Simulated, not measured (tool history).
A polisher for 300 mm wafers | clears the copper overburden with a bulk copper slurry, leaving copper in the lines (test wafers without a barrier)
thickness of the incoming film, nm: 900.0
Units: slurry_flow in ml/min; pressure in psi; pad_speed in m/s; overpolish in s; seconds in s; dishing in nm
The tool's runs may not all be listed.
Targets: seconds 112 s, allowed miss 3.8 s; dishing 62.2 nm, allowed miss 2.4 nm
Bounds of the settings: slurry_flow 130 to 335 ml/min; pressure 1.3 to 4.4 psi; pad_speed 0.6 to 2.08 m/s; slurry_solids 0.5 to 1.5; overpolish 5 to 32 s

run 1 hour=0 | slurry_flow=215 pressure=2.8 pad_speed=1.34 slurry_solids=1 overpolish=16 | seconds=84.534 dishing=83.86
run 2 hour=6.5 | slurry_flow=215 pressure=2.6 pad_speed=1.34 slurry_solids=1 overpolish=15 | seconds=90.61 dishing=77.828
run 3 hour=11.8 | slurry_flow=215 pressure=2.9 pad_speed=1.34 slurry_solids=1 overpolish=15 | seconds=83.101 dishing=83.807
run 4 hour=16.4 | slurry_flow=215 pressure=2.9 pad_speed=1.34 slurry_solids=1 overpolish=9 | seconds=82.44 dishing=60.272
run 5 hour=22.4 | slurry_flow=215 pressure=2.9 pad_speed=1.34 slurry_solids=1 overpolish=6 | seconds=83.066 dishing=44.739
run 6 hour=28 | slurry_flow=215 pressure=2.9 pad_speed=1.34 slurry_solids=0.9 overpolish=6 | seconds=85.861 dishing=42.68
-- hour=29.3 slurry blender recalibrated
run 7 hour=29.3 | slurry_flow=215 pressure=2.9 pad_speed=1.34 slurry_solids=0.9 overpolish=6 | seconds=74.048 dishing=48.408
run 8 hour=37.1 | slurry_flow=210 pressure=2.7 pad_speed=1.32 slurry_solids=0.95 overpolish=8 | seconds=79.275 dishing=56.376
run 9 hour=42.4 | slurry_flow=220 pressure=2.5 pad_speed=1.22 slurry_solids=1 overpolish=8 | seconds=90.151 dishing=51.961
run 10 hour=44.2 | slurry_flow=220 pressure=2.3 pad_speed=1.2 slurry_solids=1.1 overpolish=8 | seconds=95.186 dishing=48.541

4 next moves are on the table. One of them brings every result within its allowed miss. Which?
run A hour=46 | slurry_flow=210 pressure=2 pad_speed=1.18 slurry_solids=1 overpolish=15 | seconds=? dishing=?
run B hour=46 | slurry_flow=200 pressure=2 pad_speed=1.12 slurry_solids=1.25 overpolish=13 | seconds=? dishing=?
run C hour=46 | slurry_flow=230 pressure=1.9 pad_speed=1.26 slurry_solids=1.25 overpolish=12 | seconds=? dishing=?
run D hour=46 | slurry_flow=260 pressure=2.3 pad_speed=1.16 slurry_solids=0.85 overpolish=12 | seconds=? dishing=?

move=A seconds=111.61 dishing=66.129
move=B seconds=110.26 dishing=60.771
move=C seconds=100.84 dishing=60.852
move=D seconds=103.41 dishing=60.873
A: takes the result that was furthest off past its target
B: meets every target
C: brings the result that was furthest off to its target, and leaves another outside
D: brings the result that was furthest off to its target, and leaves another outside
The right move is B.
